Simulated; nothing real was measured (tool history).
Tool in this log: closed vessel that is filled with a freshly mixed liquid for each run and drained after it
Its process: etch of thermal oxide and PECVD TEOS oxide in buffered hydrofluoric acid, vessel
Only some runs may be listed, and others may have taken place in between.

run,hour,temperature setpoint of the liquid (C),parts of 40 % ammonium fluoride to one part of 49 % hydrofluoric acid (parts by volume),time in the liquid (s),thickness taken off the thermal oxide on a monitor wafer (nm),thickness taken off the PECVD TEOS oxide on a monitor wafer (nm)
1,0,21,15,60,37.912,104.77
2,1.2,21,15,85,53.714,148.83
3,7.9,20,17,85,45.06,123.58
4,15,19.5,18.5,85,40.298,111.27
5,17.4,19,20,85,35.914,97.813
6,22.5,18.5,21,85,33.936,93.099
7,28.7,18,22,80,30.169,82.252

Run 8 has not been measured yet. What should we expect?
8,33.7,18,22,80,?,?

{"run 8": {"thickness taken off the thermal oxide on a monitor wafer (nm)": 29.912, "thickness taken off the PECVD TEOS oxide on a monitor wafer (nm)": 82.604}}
